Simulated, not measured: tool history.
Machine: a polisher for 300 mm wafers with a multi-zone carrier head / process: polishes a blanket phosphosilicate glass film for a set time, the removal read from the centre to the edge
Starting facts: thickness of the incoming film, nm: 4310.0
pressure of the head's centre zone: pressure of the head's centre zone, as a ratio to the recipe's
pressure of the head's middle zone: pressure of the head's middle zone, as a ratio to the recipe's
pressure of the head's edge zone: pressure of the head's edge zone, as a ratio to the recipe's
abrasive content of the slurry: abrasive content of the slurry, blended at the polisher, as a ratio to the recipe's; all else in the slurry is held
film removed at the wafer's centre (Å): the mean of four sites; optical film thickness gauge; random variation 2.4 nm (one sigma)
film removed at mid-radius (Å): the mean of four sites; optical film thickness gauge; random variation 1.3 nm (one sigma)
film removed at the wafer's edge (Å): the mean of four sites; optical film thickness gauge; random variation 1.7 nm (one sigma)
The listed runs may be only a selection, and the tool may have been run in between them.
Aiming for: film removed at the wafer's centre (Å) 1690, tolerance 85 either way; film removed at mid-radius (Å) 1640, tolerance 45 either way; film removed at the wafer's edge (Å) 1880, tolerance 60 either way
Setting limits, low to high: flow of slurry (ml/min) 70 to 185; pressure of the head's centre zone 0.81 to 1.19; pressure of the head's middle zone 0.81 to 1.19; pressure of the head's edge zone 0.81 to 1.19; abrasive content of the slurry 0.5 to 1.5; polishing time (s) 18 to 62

run,hour,flow of slurry (ml/min),pressure of the head's centre zone,pressure of the head's middle zone,pressure of the head's edge zone,abrasive content of the slurry,polishing time (s),film removed at the wafer's centre (Å),film removed at mid-radius (Å),film removed at the wafer's edge (Å)
1,0,120,1,1,1,1,40,2719.3,2793,2746.2
2,6.1,135,1,1,1,1,40,2820,2890.4,2829.7
3,13.8,135,0.97,1,1,1,40,2699.6,2894.5,2817.6
4,16.5,130,0.96,0.98,0.99,0.95,40,2560.4,2723.1,2716.5
5,22.6,130,0.96,0.98,1.07,0.95,40,2571.4,2756.9,2796.5
6,25.5,130,0.96,0.9,1.07,0.95,40,2595.8,2555.4,2837.3
7,31.3,125,0.96,0.89,1.05,0.9,40,2394,2378.1,2709.6
8,32.3,120,0.97,0.89,1.03,0.85,40,2424.3,2247.1,2478.7
9,35.8,115,0.95,0.88,1.01,0.85,40,2285.2,2242.6,2523.3
10,40.1,110,0.95,0.87,1,0.8,40,2127.9,2083,2299.1
11,44,80,0.92,0.81,1.01,0.7,39,1572.7,1533.1,1920.3
12,52,80,0.92,0.81,1,0.7,39,1588,1551.4,1885.6
13,58.4,80,0.92,0.81,0.99,0.7,39,1603.4,1535.3,1885.5
14,59.5,80,0.92,0.81,0.98,0.7,39,1580.5,1565.8,1848.5
15,66.7,85,0.93,0.81,0.97,0.7,39,1651.5,1538.5,1860.3

5 next moves are on the table. One of them brings every result within its allowed miss. Which?
A,73.9,100,0.88,0.91,1.02,0.6,43,?,?,?
B,73.9,85,0.91,0.87,1.07,0.75,34,?,?,?
C,73.9,100,0.91,0.83,0.94,0.55,51,?,?,?
D,73.9,105,0.9,0.85,0.89,0.8,35,?,?,?
E,73.9,80,1.02,0.81,0.93,0.6,46,?,?,?

move,film removed at the wafer's centre (Å),film removed at mid-radius (Å),film removed at the wafer's edge (Å)
A,1505.7,1681,1821.2
B,1482.8,1553.5,1818.4
C,1639.6,1641.1,1846.7
D,1712.1,1763.6,1889.1
E,1729.3,1528,1786.5
A: meets the target for the result that was furthest off, but another lies outside its allowed miss
B: its largest miss is bigger than the last run's
C: all results in spec
D: takes the biggest miss from the last run beyond its target
E: its largest miss is bigger than the last run's
Correct choice: C, which meets every target
